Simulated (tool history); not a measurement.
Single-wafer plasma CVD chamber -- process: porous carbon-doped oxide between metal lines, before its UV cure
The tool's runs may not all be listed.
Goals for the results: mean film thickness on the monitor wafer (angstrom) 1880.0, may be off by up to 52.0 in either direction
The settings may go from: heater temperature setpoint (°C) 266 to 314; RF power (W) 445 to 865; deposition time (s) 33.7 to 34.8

run,hour,heater temperature setpoint (°C),RF power (W),deposition time (s),mean film thickness on the monitor wafer (angstrom)
1,0.0,290,655,33.7,2205.6
2,2.4,290,655,34.8,2289.9
3,4.1,290,655,34.8,2289.8
4,8.4,293,640,34.7,2212.4
5,10.2,293,640,33.7,2152.8
6,12.0,288,640,33.7,2204.3
7,19.6,291,625,33.7,2130.0
# hour 22.3: thermocouple changed; heater temperature recalibrated
8,22.3,303,580,33.7,1929.2

Next run, 4 choices. One meets every target within its allowed miss, the rest don't. Which?
A,25.0,301,520,34.8,?
B,25.0,304,615,33.7,?
C,25.0,293,560,34.8,?
D,25.0,301,590,34.3,?

move,mean film thickness on the monitor wafer (angstrom)
A,1866.3
B,2000.5
C,2047.6
D,2007.9
A: every result lands within tolerance
B: lands further from the targets than the last run did
C: lands further from the targets than the last run did
D: lands further from the targets than the last run did
Answer: A
